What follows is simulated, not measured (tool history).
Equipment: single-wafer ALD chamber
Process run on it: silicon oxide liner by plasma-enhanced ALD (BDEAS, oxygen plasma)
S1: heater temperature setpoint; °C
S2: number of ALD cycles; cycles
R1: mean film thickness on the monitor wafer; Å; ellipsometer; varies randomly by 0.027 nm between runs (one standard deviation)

Run 1, hour 0: S1 310 °C, S2 73 cycles. Result: R1 69.017 Å.
Run 2, hour 0.7: S1 310 °C, S2 82 cycles. Result: R1 76.817 Å.
Run 3, hour 5: S1 304 °C, S2 82 cycles. Result: R1 77.862 Å.
Run 4, hour 11.7: S1 304 °C, S2 90 cycles. Result: R1 85.279 Å.
Run 5, hour 17.9: S1 309 °C, S2 90 cycles. Result: R1 84.029 Å.
Run 6, hour 26.7: S1 312 °C, S2 85 cycles. Result: R1 79.015 Å.

What will run 7 give?
Run 7, hour 28.6: S1 314 °C, S2 80 cycles. Result: R1 ?.

Run 7 came out at R1 74.774 Å.
